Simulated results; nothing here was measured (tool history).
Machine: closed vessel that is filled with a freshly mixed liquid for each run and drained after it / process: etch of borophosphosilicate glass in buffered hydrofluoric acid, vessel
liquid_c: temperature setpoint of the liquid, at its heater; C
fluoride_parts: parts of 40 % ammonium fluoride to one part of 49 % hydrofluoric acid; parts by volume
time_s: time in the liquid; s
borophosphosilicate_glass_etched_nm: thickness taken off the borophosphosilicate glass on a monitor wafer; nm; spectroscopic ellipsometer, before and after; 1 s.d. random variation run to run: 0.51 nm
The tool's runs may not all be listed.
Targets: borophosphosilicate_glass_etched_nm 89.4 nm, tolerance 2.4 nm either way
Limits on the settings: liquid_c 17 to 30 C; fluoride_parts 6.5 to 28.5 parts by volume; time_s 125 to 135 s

run	hour	liquid_c	fluoride_parts	time_s	borophosphosilicate_glass_etched_nm
1	0	22	17.5	125	77.016
2	5.5	22.5	17.5	125	79.287
3	8.4	22.5	17.5	125	79.327
4	12.3	22.5	17.5	135	85.506
5	13.5	22.5	17.5	125	79.448
6	21.8	23	17.5	125	81.202
7	24.8	23.5	17.5	125	83.145
8	29	24	17.5	125	86.17

Next run, 4 choices. One meets every target within its allowed miss, the rest don't. Which?
A	33.2	24.5	17.5	135	?
B	33.2	25	18.5	130	?
C	33.2	23.5	18.5	135	?
D	33.2	24.5	17	135	?

move	borophosphosilicate_glass_etched_nm
A	94.515
B	88.503
C	84.745
D	97.262
A: pushes the last run's worst result past its target
B: each result inside its tolerance
C: moves away from the targets compared with the last run
D: pushes the last run's worst result past its target
The move that meets every target is B.
